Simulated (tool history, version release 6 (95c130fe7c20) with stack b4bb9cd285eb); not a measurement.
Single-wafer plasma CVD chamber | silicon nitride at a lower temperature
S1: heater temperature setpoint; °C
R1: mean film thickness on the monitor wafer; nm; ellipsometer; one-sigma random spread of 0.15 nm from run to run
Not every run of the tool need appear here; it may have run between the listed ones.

run 1 hour=0.0 | S1=355 chamber_pressure_(mTorr)=1860 RF_power_(W)=375 deposition_time_(s)=16.2 | R1=20.304
run 2 hour=3.6 | S1=355 chamber_pressure_(mTorr)=1970 RF_power_(W)=390 deposition_time_(s)=16.2 | R1=21.176
run 3 hour=7.9 | S1=355 chamber_pressure_(mTorr)=2270 RF_power_(W)=390 deposition_time_(s)=16.2 | R1=22.044
run 4 hour=15.7 | S1=355 chamber_pressure_(mTorr)=2320 RF_power_(W)=400 deposition_time_(s)=16.2 | R1=22.480
run 5 hour=20.8 | S1=355 chamber_pressure_(mTorr)=2460 RF_power_(W)=400 deposition_time_(s)=16.2 | R1=22.683
run 6 hour=25.7 | S1=355 chamber_pressure_(mTorr)=2470 RF_power_(W)=410 deposition_time_(s)=16.2 | R1=23.122
run 7 hour=31.6 | S1=355 chamber_pressure_(mTorr)=2480 RF_power_(W)=415 deposition_time_(s)=16.2 | R1=23.164
run 8 hour=38.2 | S1=355 chamber_pressure_(mTorr)=2490 RF_power_(W)=425 deposition_time_(s)=16.2 | R1=23.511

Forecast run 9:
run 9 hour=41.3 | S1=355 chamber_pressure_(mTorr)=2500 RF_power_(W)=430 deposition_time_(s)=16.2 | R1=?

Run 9 produced R1 23.635 nm.

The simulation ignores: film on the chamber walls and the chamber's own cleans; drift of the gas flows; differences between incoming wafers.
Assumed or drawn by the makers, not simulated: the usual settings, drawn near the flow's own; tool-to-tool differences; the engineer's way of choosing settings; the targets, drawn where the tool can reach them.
